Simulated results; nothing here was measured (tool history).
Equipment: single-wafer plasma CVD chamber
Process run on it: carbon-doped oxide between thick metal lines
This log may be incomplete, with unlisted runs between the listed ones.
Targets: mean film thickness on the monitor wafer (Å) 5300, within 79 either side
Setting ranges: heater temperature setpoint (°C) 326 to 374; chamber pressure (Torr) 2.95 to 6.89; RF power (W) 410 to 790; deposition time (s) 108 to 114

run  hour  heater temperature setpoint (°C)  chamber pressure (Torr)  RF power (W)  deposition time (s)  mean film thickness on the monitor wafer (Å)
  1     0                               350                     4.92           600                  114                                        6580.7
  2   5.8                               344                     4.92           600                  114                                        6671.4
  3    14                               347                     4.55           575                  114                                        6372.9
  4  22.6                               347                     5.21           575                  114                                        6434.3
  5  26.7                               347                     5.21           490                  114                                        5796.7
  6  29.6                               347                     5.78           490                  114                                        5861.9
  7    32                               350                     5.59           480                  114                                        5687.7
  8  39.4                               353                      5.5           480                  114                                          5670
  9  48.2                               355                     5.37           475                  114                                        5576.4
 10  53.1                               357                     5.28           475                  114                                        5564.5

Pick the move, out of 4, that brings all results within their allowed miss; only one does.
  A    58                               362                      4.3           460                  110                                             ?
  B    58                               355                     5.08           470                  110                                             ?
  C    58                               355                     5.35           515                  113                                             ?
  D    58                               351                     5.04           520                  114                                             ?

move  mean film thickness on the monitor wafer (Å)
   A                                        5055.3
   B                                        5313.7
   C                                        5847.3
   D                                        5960.9
A: moves the result that the last run missed by most past its target, out the other side
B: hits every target within its allowed miss
C: lands further from the targets than the last run did
D: lands further from the targets than the last run did
B is the move that brings every result within its allowed miss.
